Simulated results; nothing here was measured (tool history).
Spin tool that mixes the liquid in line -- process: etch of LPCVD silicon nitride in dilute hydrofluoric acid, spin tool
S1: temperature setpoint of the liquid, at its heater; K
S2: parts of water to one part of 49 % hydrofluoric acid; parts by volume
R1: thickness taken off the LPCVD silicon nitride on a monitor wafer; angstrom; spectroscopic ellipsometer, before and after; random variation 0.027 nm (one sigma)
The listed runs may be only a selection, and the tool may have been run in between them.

{"run": 1, "day": 0.0, "S1": 295.15, "S2": 50, "time under the liquid (s)": 85, "R1": 7.4453}
{"run": 2, "day": 0.183, "S1": 295.15, "S2": 50, "time under the liquid (s)": 60, "R1": 5.037}
{"run": 3, "day": 0.538, "S1": 295.15, "S2": 35, "time under the liquid (s)": 60, "R1": 7.0737}
{"run": 4, "day": 0.721, "S1": 293.15, "S2": 35, "time under the liquid (s)": 60, "R1": 6.2415}
{"run": 5, "day": 0.883, "S1": 293.15, "S2": 40, "time under the liquid (s)": 60, "R1": 5.536}
{"run": 6, "day": 1.15, "S1": 295.15, "S2": 40, "time under the liquid (s)": 60, "R1": 6.4178}
{"run": 7, "day": 1.271, "S1": 296.65, "S2": 40, "time under the liquid (s)": 60, "R1": 7.177}

Estimate the outcome of run 8 from the log above:
{"run": 8, "day": 1.333, "S1": 300.65, "S2": 35, "time under the liquid (s)": 60, "R1": "?"}

R1: 10.503 angstrom
